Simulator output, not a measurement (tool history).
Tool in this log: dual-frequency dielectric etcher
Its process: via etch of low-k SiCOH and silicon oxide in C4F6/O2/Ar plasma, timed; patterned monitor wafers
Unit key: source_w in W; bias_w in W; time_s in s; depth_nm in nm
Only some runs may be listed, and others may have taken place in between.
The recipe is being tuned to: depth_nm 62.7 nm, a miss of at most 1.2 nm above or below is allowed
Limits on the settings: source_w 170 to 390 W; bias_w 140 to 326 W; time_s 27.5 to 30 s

run    day  source_w  bias_w  time_s  depth_nm
  1      0       280     233      30    75.766
  2  0.162       280     217      30    73.812
  3   0.25       260     212      30    71.004
  4  0.546       290     212      30    75.044
  5  0.671       240     212      30    68.653
  6  0.962       290     212      30    73.657
  7  1.071       270     208      30     71.81
  8  1.388       250     205      30    69.794
  9  1.508       230     202      30    66.991
 10  1.704       220     201      30    65.282

Of the 4 settings listed for the next run, only one would bring every result within its allowed miss of target. Which one?
  A  1.9       230     198    28.5         ?
  B  1.9       210     239    29.5         ?
  C  1.9       200     194    28.5         ?
  D  1.9       220     199    27.5         ?

move  depth_nm
   A    62.901
   B    66.901
   C    59.021
   D    59.709
A: every result within its allowed miss
B: moves away from the targets compared with the last run
C: the result that was furthest off in the last run now lies on the other side of its target
D: the result that was furthest off in the last run now lies on the other side of its target
The right move is A.

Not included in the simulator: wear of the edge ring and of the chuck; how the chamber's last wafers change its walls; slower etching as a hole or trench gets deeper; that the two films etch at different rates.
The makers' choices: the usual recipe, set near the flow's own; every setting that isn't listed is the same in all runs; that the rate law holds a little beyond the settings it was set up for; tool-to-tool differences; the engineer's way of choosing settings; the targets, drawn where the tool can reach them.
